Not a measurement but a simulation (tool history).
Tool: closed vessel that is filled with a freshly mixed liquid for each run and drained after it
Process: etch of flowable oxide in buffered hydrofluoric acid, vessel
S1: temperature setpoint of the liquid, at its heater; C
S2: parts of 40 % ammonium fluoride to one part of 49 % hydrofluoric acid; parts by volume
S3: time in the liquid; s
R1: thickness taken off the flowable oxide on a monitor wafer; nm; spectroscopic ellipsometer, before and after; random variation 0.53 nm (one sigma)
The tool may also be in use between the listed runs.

run,hour,S1,S2,S3,R1
1,0,25,21,90,102.92
2,5.1,24,21,90,97.313
3,6.6,21,21,90,81.865
4,12.8,21,21,100,90.257
5,17.6,21,21,100,90.825
6,22.5,23.5,21,100,104.69

The next listed run, before its measurement:
7,27.3,22.5,21,100,?

Run 7 gave R1 99.601 nm.
